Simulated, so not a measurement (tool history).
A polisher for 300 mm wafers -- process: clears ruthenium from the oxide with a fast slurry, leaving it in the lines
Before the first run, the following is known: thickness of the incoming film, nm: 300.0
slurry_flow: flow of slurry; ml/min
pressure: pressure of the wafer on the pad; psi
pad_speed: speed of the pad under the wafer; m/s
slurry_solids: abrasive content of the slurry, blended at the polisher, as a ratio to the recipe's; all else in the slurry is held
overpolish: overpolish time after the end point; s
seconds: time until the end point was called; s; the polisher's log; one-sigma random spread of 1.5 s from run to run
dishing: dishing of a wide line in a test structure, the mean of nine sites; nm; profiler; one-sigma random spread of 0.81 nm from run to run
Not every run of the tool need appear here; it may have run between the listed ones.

{"run": 1, "hour": 0.0, "slurry_flow": 230, "pressure": 3.0, "pad_speed": 1.02, "slurry_solids": 1.0, "overpolish": 15, "seconds": 65.284, "dishing": 45.533}
{"run": 2, "hour": 7.8, "slurry_flow": 230, "pressure": 2.5, "pad_speed": 0.98, "slurry_solids": 1.0, "overpolish": 17, "seconds": 82.903, "dishing": 41.432}
{"run": 3, "hour": 10.8, "slurry_flow": 230, "pressure": 2.5, "pad_speed": 0.86, "slurry_solids": 1.0, "overpolish": 17, "seconds": 91.907, "dishing": 37.304}
{"run": 4, "hour": 14.0, "slurry_flow": 230, "pressure": 2.2, "pad_speed": 0.86, "slurry_solids": 1.0, "overpolish": 19, "seconds": 103.83, "dishing": 37.606}
{"run": 5, "hour": 19.8, "slurry_flow": 285, "pressure": 2.2, "pad_speed": 0.86, "slurry_solids": 1.0, "overpolish": 19, "seconds": 104.95, "dishing": 38.911}
{"run": 6, "hour": 28.8, "slurry_flow": 285, "pressure": 2.1, "pad_speed": 0.86, "slurry_solids": 1.0, "overpolish": 20, "seconds": 106.38, "dishing": 36.889}

Run 7, settings as shown, results not yet in. Your forecast:
{"run": 7, "hour": 36.9, "slurry_flow": 285, "pressure": 2.0, "pad_speed": 0.86, "slurry_solids": 1.0, "overpolish": 22, "seconds": "?", "dishing": "?"}

{"run 7": {"seconds": 112.76, "dishing": 38.582}}
